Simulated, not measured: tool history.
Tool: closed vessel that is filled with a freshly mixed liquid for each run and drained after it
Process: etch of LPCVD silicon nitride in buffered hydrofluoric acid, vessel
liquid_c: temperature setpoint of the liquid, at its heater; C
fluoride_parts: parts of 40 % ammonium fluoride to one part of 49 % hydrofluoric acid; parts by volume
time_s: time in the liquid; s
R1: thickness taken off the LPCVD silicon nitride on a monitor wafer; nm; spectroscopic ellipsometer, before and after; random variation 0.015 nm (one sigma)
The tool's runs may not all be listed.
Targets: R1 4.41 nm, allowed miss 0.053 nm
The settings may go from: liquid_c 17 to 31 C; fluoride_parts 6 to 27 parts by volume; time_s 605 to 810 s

run 1 hour=0 | liquid_c=23 fluoride_parts=16.5 time_s=810 | R1=7.8671
run 2 hour=6.1 | liquid_c=23 fluoride_parts=16.5 time_s=605 | R1=5.9149
run 3 hour=7.3 | liquid_c=24.5 fluoride_parts=16.5 time_s=605 | R1=6.4052
run 4 hour=14.6 | liquid_c=24.5 fluoride_parts=16.5 time_s=605 | R1=6.4259
run 5 hour=19.2 | liquid_c=23 fluoride_parts=17 time_s=605 | R1=5.7091
run 6 hour=22.8 | liquid_c=20.5 fluoride_parts=17 time_s=605 | R1=4.9819
run 7 hour=31.8 | liquid_c=20 fluoride_parts=17 time_s=605 | R1=4.8492
run 8 hour=35.8 | liquid_c=19.5 fluoride_parts=17 time_s=605 | R1=4.7146
run 9 hour=42.4 | liquid_c=19 fluoride_parts=17 time_s=605 | R1=4.5841
run 10 hour=43.1 | liquid_c=18.5 fluoride_parts=17 time_s=605 | R1=4.4548
run 11 hour=50.6 | liquid_c=18 fluoride_parts=17 time_s=605 | R1=4.3452
run 12 hour=55.5 | liquid_c=18.5 fluoride_parts=17 time_s=605 | R1=4.4534
-- hour=56.8 hydrofluoric acid flow meter replaced
run 13 hour=56.8 | liquid_c=18 fluoride_parts=17 time_s=605 | R1=4.1016
run 14 hour=59.3 | liquid_c=18.5 fluoride_parts=17 time_s=605 | R1=4.1882

Which of these 5 next moves meets every target?
run A hour=61.8 | liquid_c=17 fluoride_parts=20 time_s=725 | R1=?
run B hour=61.8 | liquid_c=17 fluoride_parts=18 time_s=660 | R1=?
run C hour=61.8 | liquid_c=19 fluoride_parts=17.5 time_s=650 | R1=?
run D hour=61.8 | liquid_c=18.5 fluoride_parts=17.5 time_s=650 | R1=?
run E hour=61.8 | liquid_c=19 fluoride_parts=20 time_s=670 | R1=?

move=A R1=3.9162
move=B R1=3.9566
move=C R1=4.4891
move=D R1=4.3639
move=E R1=4.0553
A: further off than the last run
B: further off than the last run
C: takes the result that was furthest off past its target
D: meets every target
E: further off than the last run
Answer: D
